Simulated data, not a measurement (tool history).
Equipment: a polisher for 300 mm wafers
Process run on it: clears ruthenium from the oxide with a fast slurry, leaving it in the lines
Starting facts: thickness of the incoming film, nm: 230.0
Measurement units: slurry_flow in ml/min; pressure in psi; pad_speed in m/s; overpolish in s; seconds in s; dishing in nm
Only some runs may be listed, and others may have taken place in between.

run,hour,slurry_flow,pressure,pad_speed,slurry_solids,overpolish,seconds,dishing
1,0,305,2.1,1.14,1,8,78.798,14.668
2,7.5,305,2.1,1.14,1,5,75.922,10.515
3,10.6,240,2.1,1.14,1,5,80.051,10.276
4,13.6,240,2.1,1.14,1,7,80.999,13.255
5,16.2,240,2.3,1.14,1,7,74.59,14.043
6,24.6,285,2.1,1.14,1,6,79.131,12.269
7,26.9,370,1.5,0.94,1,2,119.82,3.3213
8,30.2,380,1.6,0.94,1.05,2,113.01,3.5596
9,37.7,380,1.6,0.94,1.05,2,114.54,3.5447
10,41.8,390,1.7,0.94,1.1,2,109.09,3.7264

Run 11 is up next; what results do you expect?
11,46.6,400,1.8,0.96,1.1,2,?,?

{"run 11": {"seconds": 96.47, "dishing": 3.9842}}

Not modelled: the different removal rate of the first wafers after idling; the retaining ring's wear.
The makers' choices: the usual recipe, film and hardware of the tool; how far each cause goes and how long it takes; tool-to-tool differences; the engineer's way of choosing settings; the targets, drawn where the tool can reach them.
